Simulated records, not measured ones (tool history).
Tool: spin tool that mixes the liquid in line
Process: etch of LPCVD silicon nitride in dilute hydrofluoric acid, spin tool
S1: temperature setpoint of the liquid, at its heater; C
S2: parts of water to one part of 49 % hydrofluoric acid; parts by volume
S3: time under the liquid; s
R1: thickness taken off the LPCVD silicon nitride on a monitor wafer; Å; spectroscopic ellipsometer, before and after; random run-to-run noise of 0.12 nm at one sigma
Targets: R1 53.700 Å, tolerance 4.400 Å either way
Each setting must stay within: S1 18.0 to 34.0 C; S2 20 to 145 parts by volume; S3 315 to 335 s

run	day	S1	S2	S3	R1
1	0.000	26.0	80	315	24.111
2	0.142	26.0	90	315	21.282
3	0.246	26.0	90	335	23.879
4	0.292	26.0	75	335	26.996
5	0.425	26.0	75	315	26.477
6	0.521	26.0	75	315	26.670
7	0.562	27.0	70	315	30.562
8	0.771	28.0	70	315	32.280
9	0.854	29.0	70	315	33.700
10	1.088	33.0	45	320	71.122
11	1.442	33.0	45	320	67.389
# day 1.588: hydrofluoric acid flow meter replaced
12	1.588	32.5	45	320	59.733
13	1.829	32.5	45	320	60.827

5 next moves are on the table. One of them brings every result within its allowed miss. Which?
A	2.071	28.0	25	315	?
B	2.071	34.0	60	335	?
C	2.071	34.0	45	335	?
D	2.071	32.0	60	315	?
E	2.071	31.5	55	315	?

move	R1
A	77.436
B	51.228
C	68.272
D	42.495
E	44.899
A: misses by more than the last run did
B: meets every target
C: misses by more than the last run did
D: carries the result that was furthest off beyond its target, to the other side
E: carries the result that was furthest off beyond its target, to the other side
The move that meets every target is B.
